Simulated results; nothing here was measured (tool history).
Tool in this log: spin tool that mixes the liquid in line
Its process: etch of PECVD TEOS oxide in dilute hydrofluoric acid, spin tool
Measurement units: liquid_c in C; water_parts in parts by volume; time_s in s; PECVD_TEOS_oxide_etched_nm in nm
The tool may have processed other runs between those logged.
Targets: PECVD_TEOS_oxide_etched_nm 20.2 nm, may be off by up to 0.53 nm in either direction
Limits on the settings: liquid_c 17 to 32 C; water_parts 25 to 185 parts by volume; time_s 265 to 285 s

{"run": 1, "hour": 0.0, "liquid_c": 24, "water_parts": 105, "time_s": 265, "PECVD_TEOS_oxide_etched_nm": 26.733}
{"run": 2, "hour": 9.0, "liquid_c": 24, "water_parts": 105, "time_s": 265, "PECVD_TEOS_oxide_etched_nm": 26.87}
{"run": 3, "hour": 17.2, "liquid_c": 22.5, "water_parts": 105, "time_s": 265, "PECVD_TEOS_oxide_etched_nm": 25.131}
{"run": 4, "hour": 17.8, "liquid_c": 22.5, "water_parts": 105, "time_s": 265, "PECVD_TEOS_oxide_etched_nm": 25.051}
{"run": 5, "hour": 20.0, "liquid_c": 21.5, "water_parts": 105, "time_s": 265, "PECVD_TEOS_oxide_etched_nm": 24.252}
{"run": 6, "hour": 28.1, "liquid_c": 23.5, "water_parts": 105, "time_s": 265, "PECVD_TEOS_oxide_etched_nm": 26.53}
{"run": 7, "hour": 34.7, "liquid_c": 22.5, "water_parts": 105, "time_s": 265, "PECVD_TEOS_oxide_etched_nm": 25.242}
{"run": 8, "hour": 40.9, "liquid_c": 21.5, "water_parts": 105, "time_s": 265, "PECVD_TEOS_oxide_etched_nm": 23.959}
{"run": 9, "hour": 42.3, "liquid_c": 21, "water_parts": 105, "time_s": 265, "PECVD_TEOS_oxide_etched_nm": 23.893}

Which of these 5 next moves meets every target?
{"run": "A", "hour": 43.7, "liquid_c": 19, "water_parts": 130, "time_s": 275, "PECVD_TEOS_oxide_etched_nm": "?"}
{"run": "B", "hour": 43.7, "liquid_c": 19, "water_parts": 115, "time_s": 285, "PECVD_TEOS_oxide_etched_nm": "?"}
{"run": "C", "hour": 43.7, "liquid_c": 21.5, "water_parts": 110, "time_s": 265, "PECVD_TEOS_oxide_etched_nm": "?"}
{"run": "D", "hour": 43.7, "liquid_c": 18.5, "water_parts": 110, "time_s": 265, "PECVD_TEOS_oxide_etched_nm": "?"}
{"run": "E", "hour": 43.7, "liquid_c": 20.5, "water_parts": 125, "time_s": 265, "PECVD_TEOS_oxide_etched_nm": "?"}

move=A PECVD_TEOS_oxide_etched_nm=17.829
move=B PECVD_TEOS_oxide_etched_nm=21.22
move=C PECVD_TEOS_oxide_etched_nm=22.961
move=D PECVD_TEOS_oxide_etched_nm=20.315
move=E PECVD_TEOS_oxide_etched_nm=19.087
A: pushes the last run's worst result past its target
B: gains on the last run, yet a result remains outside its allowed miss
C: gains on the last run, yet a result remains outside its allowed miss
D: each result inside its tolerance
E: pushes the last run's worst result past its target
Move D is the one to make.
